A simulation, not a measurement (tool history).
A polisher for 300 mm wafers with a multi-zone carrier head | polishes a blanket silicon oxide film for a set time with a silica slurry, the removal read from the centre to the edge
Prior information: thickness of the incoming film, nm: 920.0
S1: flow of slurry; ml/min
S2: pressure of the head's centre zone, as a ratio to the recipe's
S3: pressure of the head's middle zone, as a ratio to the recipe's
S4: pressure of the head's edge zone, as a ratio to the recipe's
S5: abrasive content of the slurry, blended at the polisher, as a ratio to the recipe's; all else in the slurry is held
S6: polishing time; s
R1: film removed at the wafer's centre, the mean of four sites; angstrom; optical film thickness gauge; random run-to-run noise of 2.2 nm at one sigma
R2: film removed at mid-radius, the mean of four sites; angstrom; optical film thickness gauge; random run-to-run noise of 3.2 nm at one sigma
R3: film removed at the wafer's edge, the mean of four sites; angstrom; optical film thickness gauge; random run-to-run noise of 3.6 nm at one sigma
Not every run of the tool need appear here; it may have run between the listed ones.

run    day   S1    S2    S3    S4    S5  S6      R1      R2      R3
  1      0  210     1     1     1     1  68  2287.6  2274.5  2298.9
  2  0.338  210  0.99  1.01  1.03   1.1  69  2469.9  2523.1  2542.4
  3  0.371  215  0.98  1.01  1.06  1.15  69  2446.1  2551.7  2593.8
  4  0.717  210  0.97  1.01  1.08   1.2  70  2507.4  2607.7    2708
  5  0.767  210  0.97  1.01  1.08   1.2  82  2988.8  3045.6  3136.8
  6  0.892  210  0.97  1.01  1.08   1.2  71  2545.9  2633.8  2752.4

Predict the results of run 7:
  7  0.95  215  0.96  1.02  1.1  1.25  72   ?   ?   ?

R1: 2608.7 angstrom
R2: 2731.1 angstrom
R3: 2876.1 angstrom

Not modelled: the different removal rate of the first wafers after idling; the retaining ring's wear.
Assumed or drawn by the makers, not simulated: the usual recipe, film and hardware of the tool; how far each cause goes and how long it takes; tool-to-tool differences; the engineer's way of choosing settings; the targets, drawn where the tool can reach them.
